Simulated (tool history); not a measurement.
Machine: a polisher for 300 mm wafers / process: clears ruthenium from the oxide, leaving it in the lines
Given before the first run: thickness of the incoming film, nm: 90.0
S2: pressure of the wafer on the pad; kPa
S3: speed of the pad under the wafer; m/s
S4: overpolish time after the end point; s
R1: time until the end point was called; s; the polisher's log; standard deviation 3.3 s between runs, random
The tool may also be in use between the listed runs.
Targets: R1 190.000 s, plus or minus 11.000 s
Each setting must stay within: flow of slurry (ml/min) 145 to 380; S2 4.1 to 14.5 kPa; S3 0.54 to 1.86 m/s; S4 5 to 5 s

{"run": 1, "day": 0.0, "flow of slurry (ml/min)": 245, "S2": 9.0, "S3": 1.18, "S4": 5, "R1": 103.41}
{"run": 2, "day": 0.121, "flow of slurry (ml/min)": 245, "S2": 11.0, "S3": 1.18, "S4": 5, "R1": 85.751}
{"run": 3, "day": 0.325, "flow of slurry (ml/min)": 245, "S2": 11.0, "S3": 1.18, "S4": 5, "R1": 86.649}
{"run": 4, "day": 0.596, "flow of slurry (ml/min)": 245, "S2": 9.7, "S3": 1.14, "S4": 5, "R1": 97.654}
{"run": 5, "day": 0.929, "flow of slurry (ml/min)": 245, "S2": 9.0, "S3": 1.08, "S4": 5, "R1": 110.76}
{"run": 6, "day": 1.054, "flow of slurry (ml/min)": 245, "S2": 9.0, "S3": 1.08, "S4": 5, "R1": 112.42}
{"run": 7, "day": 1.267, "flow of slurry (ml/min)": 245, "S2": 8.3, "S3": 1.06, "S4": 5, "R1": 117.63}
{"day": 1.642, "done": "worn pad replaced by a new one"}
{"run": 8, "day": 1.642, "flow of slurry (ml/min)": 245, "S2": 7.6, "S3": 1.02, "S4": 5, "R1": 119.79}
{"run": 9, "day": 1.9, "flow of slurry (ml/min)": 240, "S2": 6.9, "S3": 0.94, "S4": 5, "R1": 138.2}
{"run": 10, "day": 1.954, "flow of slurry (ml/min)": 240, "S2": 6.2, "S3": 0.9, "S4": 5, "R1": 156.32}
{"run": 11, "day": 2.012, "flow of slurry (ml/min)": 240, "S2": 6.2, "S3": 0.9, "S4": 5, "R1": 153.91}
{"run": 12, "day": 2.158, "flow of slurry (ml/min)": 240, "S2": 5.5, "S3": 0.88, "S4": 5, "R1": 175.39}

Of the 5 settings listed for the next run, only one would bring every result within its allowed miss of target. Which one?
{"run": "A", "day": 2.304, "flow of slurry (ml/min)": 230, "S2": 5.5, "S3": 0.68, "S4": 5, "R1": "?"}
{"run": "B", "day": 2.304, "flow of slurry (ml/min)": 235, "S2": 6.9, "S3": 0.54, "S4": 5, "R1": "?"}
{"run": "C", "day": 2.304, "flow of slurry (ml/min)": 180, "S2": 5.5, "S3": 0.68, "S4": 5, "R1": "?"}
{"run": "D", "day": 2.304, "flow of slurry (ml/min)": 165, "S2": 4.8, "S3": 0.96, "S4": 5, "R1": "?"}
{"run": "E", "day": 2.304, "flow of slurry (ml/min)": 270, "S2": 4.1, "S3": 0.82, "S4": 5, "R1": "?"}

move=A R1=209.080
move=B R1=212.390
move=C R1=216.850
move=D R1=182.070
move=E R1=213.020
A: moves the result that the last run missed by most past its target, out the other side
B: moves the result that the last run missed by most past its target, out the other side
C: moves the result that the last run missed by most past its target, out the other side
D: every result lands within tolerance
E: moves the result that the last run missed by most past its target, out the other side
Move D is the one to make.

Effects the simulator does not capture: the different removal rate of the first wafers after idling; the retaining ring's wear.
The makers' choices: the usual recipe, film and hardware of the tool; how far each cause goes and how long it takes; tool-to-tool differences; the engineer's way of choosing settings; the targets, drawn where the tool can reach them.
